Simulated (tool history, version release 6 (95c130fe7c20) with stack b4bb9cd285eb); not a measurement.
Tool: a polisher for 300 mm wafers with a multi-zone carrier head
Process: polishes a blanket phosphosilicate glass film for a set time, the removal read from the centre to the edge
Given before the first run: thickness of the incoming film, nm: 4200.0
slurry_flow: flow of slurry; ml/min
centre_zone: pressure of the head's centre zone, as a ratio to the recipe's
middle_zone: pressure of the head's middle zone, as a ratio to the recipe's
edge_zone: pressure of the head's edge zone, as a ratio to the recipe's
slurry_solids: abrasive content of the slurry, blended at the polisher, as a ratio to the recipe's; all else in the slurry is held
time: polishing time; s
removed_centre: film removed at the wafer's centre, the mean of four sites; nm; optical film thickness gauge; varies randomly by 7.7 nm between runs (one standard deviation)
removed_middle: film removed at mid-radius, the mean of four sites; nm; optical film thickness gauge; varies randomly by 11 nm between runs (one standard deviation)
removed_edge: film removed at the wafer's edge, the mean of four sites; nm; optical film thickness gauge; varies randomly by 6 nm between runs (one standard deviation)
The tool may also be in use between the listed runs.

| run | hour | slurry_flow | centre_zone | middle_zone | edge_zone | slurry_solids | time | removed_centre | removed_middle | removed_edge |
|---|---|---|---|---|---|---|---|---|---|---|
| 1 | 0 | 185 | 1 | 1 | 1 | 1 | 80 | 694.23 | 696.85 | 677.91 |
| 2 | 4.2 | 185 | 1 | 1.07 | 1 | 1 | 80 | 686.46 | 723.83 | 674.34 |
| 3 | 8.1 | 185 | 1 | 1.07 | 1 | 0.8 | 80 | 607.21 | 641.14 | 591.94 |
| 4 | 16.7 | 195 | 0.96 | 1.09 | 1.05 | 0.95 | 80 | 659.52 | 730.17 | 670.13 |
| 5 | 24.1 | 190 | 0.91 | 1.09 | 1.09 | 1.05 | 80 | 639.25 | 777.92 | 729.18 |
| 6 | 32.4 | 205 | 0.9 | 1.09 | 1.12 | 1.1 | 80 | 659.79 | 797.48 | 752.68 |

Forecast run 7:
| 7 | 33.1 | 205 | 0.89 | 1.09 | 1.14 | 1.15 | 80 | ? | ? | ? |

removed_centre: 659.14 nm
removed_middle: 811.59 nm
removed_edge: 783.67 nm
